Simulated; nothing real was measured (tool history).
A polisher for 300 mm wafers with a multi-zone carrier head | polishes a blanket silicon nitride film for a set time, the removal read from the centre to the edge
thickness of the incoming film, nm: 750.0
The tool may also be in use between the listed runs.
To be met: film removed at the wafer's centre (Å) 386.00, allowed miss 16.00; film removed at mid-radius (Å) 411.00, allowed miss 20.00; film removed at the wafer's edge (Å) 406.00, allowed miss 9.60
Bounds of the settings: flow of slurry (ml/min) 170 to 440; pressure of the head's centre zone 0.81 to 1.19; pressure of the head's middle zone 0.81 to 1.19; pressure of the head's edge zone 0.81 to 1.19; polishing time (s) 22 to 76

run  hour  flow of slurry (ml/min)  pressure of the head's centre zone  pressure of the head's middle zone  pressure of the head's edge zone  polishing time (s)  film removed at the wafer's centre (Å)  film removed at mid-radius (Å)  film removed at the wafer's edge (Å)
  1   0.0                      280                                1.00                                1.00                              1.00                  49                                  758.50                          731.91                                742.43
  2   4.3                      275                                0.97                                0.99                              0.97                  43                                  631.48                          630.06                                638.02
  3   9.4                      270                                0.96                                0.98                              0.94                  39                                  570.86                          556.97                                573.89
  4  14.4                      340                                0.96                                0.98                              0.94                  39                                  575.49                          575.59                                572.21
  5  17.5                      340                                0.96                                1.07                              0.94                  39                                  574.11                          604.92                                579.97
  6  19.2                      335                                0.94                                1.05                              0.92                  36                                  517.35                          575.06                                525.39
  7  24.9                      330                                0.92                                1.01                              0.91                  34                                  485.83                          522.02                                489.26
  8  30.3                      320                                0.90                                0.98                              0.91                  33                                  454.66                          492.86                                479.84
  9  35.1                      315                                0.89                                0.96                              0.89                  32                                  440.15                          469.49                                458.82
 10  39.8                      315                                0.88                                0.95                              0.88                  31                                  415.67                          459.29                                444.49
 11  42.9                      315                                0.88                                0.94                              0.87                  31                                  415.87                          449.15                                441.35
 12  46.7                      315                                0.88                                0.93                              0.86                  31                                  414.61                          444.49                                436.49
 13  52.4                      315                                0.88                                0.92                              0.85                  31                                  419.25                          432.09                                439.17

Which of these 4 next moves meets every target?
  A  58.1                      210                                0.84                                0.91                              0.97                  29                                       ?                               ?                                     ?
  B  58.1                      240                                0.88                                0.90                              0.84                  29                                       ?                               ?                                     ?
  C  58.1                      420                                1.07                                1.05                              0.81                  29                                       ?                               ?                                     ?
  D  58.1                      260                                0.91                                0.97                              0.84                  28                                       ?                               ?                                     ?

move  film removed at the wafer's centre (Å)  film removed at mid-radius (Å)  film removed at the wafer's edge (Å)
   A                                  365.04                          397.91                                422.91
   B                                  386.36                          398.97                                398.54
   C                                  489.21                          451.25                                402.15
   D                                  388.25                          404.08                                386.08
A: nearer than the last run, and not there yet
B: meets every target
C: brings the result that was furthest off to its target, and leaves another outside
D: takes the result that was furthest off past its target
Move B is the one to make.

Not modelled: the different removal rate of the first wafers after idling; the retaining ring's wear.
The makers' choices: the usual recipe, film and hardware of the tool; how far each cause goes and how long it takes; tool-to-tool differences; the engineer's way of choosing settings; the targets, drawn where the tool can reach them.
